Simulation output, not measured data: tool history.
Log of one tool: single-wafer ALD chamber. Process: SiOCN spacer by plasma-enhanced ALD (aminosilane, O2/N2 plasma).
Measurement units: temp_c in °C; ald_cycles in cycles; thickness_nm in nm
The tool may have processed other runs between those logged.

run	day	temp_c	ald_cycles	thickness_nm
1	0.000	400	49	3.0040
2	0.079	394	49	2.9886
3	0.162	386	49	3.0033
4	0.321	386	46	2.8062
5	0.421	382	46	2.8231
6	0.550	391	46	2.8245

Forecast run 7:
7	0.829	391	43	?

{"run 7": {"thickness_nm": 2.627}}
